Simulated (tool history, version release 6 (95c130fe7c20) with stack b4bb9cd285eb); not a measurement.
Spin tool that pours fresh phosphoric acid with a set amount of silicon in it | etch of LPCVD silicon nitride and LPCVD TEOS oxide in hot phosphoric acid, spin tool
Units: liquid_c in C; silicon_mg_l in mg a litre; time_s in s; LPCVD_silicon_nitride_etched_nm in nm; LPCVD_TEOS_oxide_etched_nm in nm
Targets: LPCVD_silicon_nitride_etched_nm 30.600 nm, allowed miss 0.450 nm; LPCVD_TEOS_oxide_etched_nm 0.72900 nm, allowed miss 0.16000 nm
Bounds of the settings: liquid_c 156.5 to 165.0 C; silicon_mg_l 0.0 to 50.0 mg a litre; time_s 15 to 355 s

| run | day | liquid_c | silicon_mg_l | time_s | LPCVD_silicon_nitride_etched_nm | LPCVD_TEOS_oxide_etched_nm |
|---|---|---|---|---|---|---|
| 1 | 0.000 | 160.0 | 26.0 | 180 | 18.378 | 0.38665 |
| 2 | 0.362 | 160.0 | 20.0 | 180 | 18.402 | 0.44269 |
| 3 | 0.438 | 160.5 | 21.0 | 190 | 19.717 | 0.47144 |
| 4 | 0.729 | 159.0 | 21.0 | 190 | 18.655 | 0.39733 |
| 5 | 0.821 | 160.0 | 21.0 | 190 | 19.285 | 0.43015 |
| 6 | 0.900 | 161.0 | 22.0 | 200 | 21.086 | 0.54237 |
| 7 | 1.096 | 161.5 | 25.0 | 210 | 22.533 | 0.50817 |
| 8 | 1.171 | 162.0 | 25.5 | 215 | 23.407 | 0.44589 |
| 9 | 1.508 | 162.5 | 24.0 | 220 | 24.336 | 0.57239 |
| 10 | 1.608 | 163.0 | 24.5 | 225 | 25.390 | 0.66203 |
| 11 | 1.858 | 163.5 | 25.5 | 230 | 26.367 | 0.54946 |
| 12 | 2.138 | 163.5 | 25.5 | 230 | 26.192 | 0.57057 |
| 13 | 2.271 | 163.5 | 25.5 | 230 | 26.340 | 0.64702 |
| 14 | 2.342 | 165.0 | 28.5 | 250 | 30.103 | 0.57224 |
| 15 | 2.642 | 165.0 | 27.5 | 250 | 29.956 | 0.69767 |

5 next moves are on the table. One of them brings every result within its allowed miss. Which?
| A | 2.942 | 165.0 | 27.0 | 255 | ? | ? |
| B | 2.942 | 165.0 | 35.5 | 245 | ? | ? |
| C | 2.942 | 164.5 | 22.0 | 240 | ? | ? |
| D | 2.942 | 165.0 | 21.5 | 245 | ? | ? |
| E | 2.942 | 165.0 | 27.5 | 245 | ? | ? |

| move | LPCVD_silicon_nitride_etched_nm | LPCVD_TEOS_oxide_etched_nm |
|---|---|---|
| A | 30.448 | 0.73790 |
| B | 29.254 | 0.49374 |
| C | 28.190 | 0.78937 |
| D | 29.254 | 0.84823 |
| E | 29.254 | 0.69631 |
A: meets every target
B: further off than the last run
C: further off than the last run
D: further off than the last run
E: further off than the last run
The right move is A.
